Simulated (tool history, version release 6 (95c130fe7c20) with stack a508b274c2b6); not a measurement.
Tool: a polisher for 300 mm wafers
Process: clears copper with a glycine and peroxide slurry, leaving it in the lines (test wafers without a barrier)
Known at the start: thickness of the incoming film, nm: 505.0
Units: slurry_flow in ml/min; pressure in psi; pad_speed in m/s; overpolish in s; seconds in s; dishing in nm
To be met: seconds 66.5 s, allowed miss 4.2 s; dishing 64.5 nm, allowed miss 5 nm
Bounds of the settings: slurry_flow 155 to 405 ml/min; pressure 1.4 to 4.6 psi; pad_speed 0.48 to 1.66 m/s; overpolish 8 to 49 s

| run | day | slurry_flow | pressure | pad_speed | overpolish | seconds | dishing |
|---|---|---|---|---|---|---|---|
| 1 | 0 | 260 | 3 | 1.06 | 25 | 97.991 | 55.857 |
| 2 | 0.308 | 260 | 3 | 1.06 | 32 | 95.956 | 62.237 |
| 3 | 0.629 | 260 | 3.3 | 1.08 | 29 | 88.447 | 64.299 |
| 4 | 0.8 | 200 | 3.3 | 1.08 | 29 | 94.65 | 63.803 |
| 5 | 1.05 | 220 | 3.5 | 1.1 | 26 | 84.941 | 60.668 |
| 6 | 1.267 | 230 | 3.7 | 1.12 | 26 | 80.249 | 66.537 |
| 7 | 1.492 | 215 | 4.2 | 1.24 | 15 | 68.785 | 53.715 |
| 8 | 1.783 | 215 | 4.2 | 1.22 | 17 | 67.491 | 55.926 |
| 9 | 2.017 | 215 | 4.2 | 1.22 | 19 | 70.958 | 58.436 |

4 next moves are on the table. One of them brings every result within its allowed miss. Which?
| A | 2.25 | 230 | 4.1 | 1.48 | 14 | ? | ? |
| B | 2.25 | 220 | 4.6 | 1.08 | 17 | ? | ? |
| C | 2.25 | 195 | 3.7 | 1.48 | 26 | ? | ? |
| D | 2.25 | 345 | 4.6 | 1.28 | 14 | ? | ? |

| move | seconds | dishing |
|---|---|---|
| A | 59.501 | 52.013 |
| B | 69.569 | 53.834 |
| C | 65.815 | 64.058 |
| D | 58.503 | 52.966 |
A: further off than the last run
B: further off than the last run
C: meets every target
D: further off than the last run
Answer: C
